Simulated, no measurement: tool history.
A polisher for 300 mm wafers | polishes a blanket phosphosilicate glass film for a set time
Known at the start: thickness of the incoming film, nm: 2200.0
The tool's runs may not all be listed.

run  hour  flow of slurry (ml/min)  pressure of the wafer on the pad (kPa)  speed of the pad under the wafer (m/s)  abrasive content of the slurry  polishing time (s)  film removed (Å)
  1     0                      280                                    26.2                                     1.1                               1                  66              9385
  2   4.1                      280                                    26.2                                    0.96                               1                  66            8481.6
  3   9.9                      280                                    24.8                                    0.96                               1                  66            8057.1
  4  14.8                      280                                    24.8                                    0.96                               1                  69            8240.5
  5  23.3                      280                                    24.8                                    0.96                               1                  69            8393.2
  6  26.6                      320                                    24.8                                    0.96                               1                  69            8467.4
  7  34.8                      320                                    23.4                                    0.96                               1                  69              8067
     40.8  -- head pressure recalibrated
  8  40.8                      320                                    23.4                                    0.96                               1                  69            7268.8
  9  44.8                      335                                    23.4                                    0.96                               1                  69            7308.6
 10  49.5                      350                                    23.4                                    0.96                               1                  69            7266.2
 11  51.9                      360                                    22.8                                    0.96                               1                  69            6986.9

Forecast run 12:
 12  54.1                      370                                    22.8                                    0.96                               1                  69                 ?

{"run 12": {"film removed (Å)": 7035.6}}

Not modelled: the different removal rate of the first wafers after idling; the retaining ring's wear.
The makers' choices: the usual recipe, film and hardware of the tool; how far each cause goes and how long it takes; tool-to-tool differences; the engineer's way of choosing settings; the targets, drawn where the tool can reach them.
